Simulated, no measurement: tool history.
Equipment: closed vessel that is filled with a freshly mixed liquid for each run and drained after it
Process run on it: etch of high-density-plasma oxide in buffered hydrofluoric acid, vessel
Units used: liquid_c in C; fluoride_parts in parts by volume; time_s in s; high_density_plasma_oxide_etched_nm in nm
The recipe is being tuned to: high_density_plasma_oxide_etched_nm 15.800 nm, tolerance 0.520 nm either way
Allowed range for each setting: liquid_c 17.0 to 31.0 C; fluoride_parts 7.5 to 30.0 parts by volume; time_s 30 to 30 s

| run | hour | liquid_c | fluoride_parts | time_s | high_density_plasma_oxide_etched_nm |
|---|---|---|---|---|---|
| 1 | 0.0 | 23.0 | 22.0 | 30 | 26.415 |
| 2 | 7.2 | 22.5 | 22.5 | 30 | 25.241 |
| 3 | 15.3 | 20.0 | 22.5 | 30 | 21.859 |
| 4 | 19.1 | 20.0 | 20.0 | 30 | 23.894 |
| 5 | 20.7 | 20.0 | 20.0 | 30 | 24.188 |
| 6 | 28.8 | 20.0 | 14.5 | 30 | 33.470 |
| 7 | 35.2 | 19.5 | 15.5 | 30 | 29.947 |
| 8 | 36.8 | 19.0 | 16.5 | 30 | 27.506 |
| 9 | 41.1 | 19.0 | 17.5 | 30 | 26.072 |
| 10 | 48.0 | 19.0 | 18.5 | 30 | 24.538 |
| 11 | 56.0 | 17.0 | 25.5 | 30 | 16.913 |
| 12 | 59.6 | 17.0 | 26.5 | 30 | 16.447 |
| 13 | 60.8 | 17.0 | 27.0 | 30 | 16.452 |

Pick the move, out of 4, that brings all results within their allowed miss; only one does.
| A | 62.0 | 17.0 | 25.5 | 30 | ? |
| B | 62.0 | 17.5 | 25.5 | 30 | ? |
| C | 62.0 | 17.0 | 23.5 | 30 | ? |
| D | 62.0 | 17.0 | 28.0 | 30 | ? |

| move | high_density_plasma_oxide_etched_nm |
|---|---|
| A | 16.961 |
| B | 17.454 |
| C | 17.947 |
| D | 15.897 |
A: its largest miss is bigger than the last run's
B: its largest miss is bigger than the last run's
C: its largest miss is bigger than the last run's
D: each result inside its tolerance
Go with D: it meets all targets.
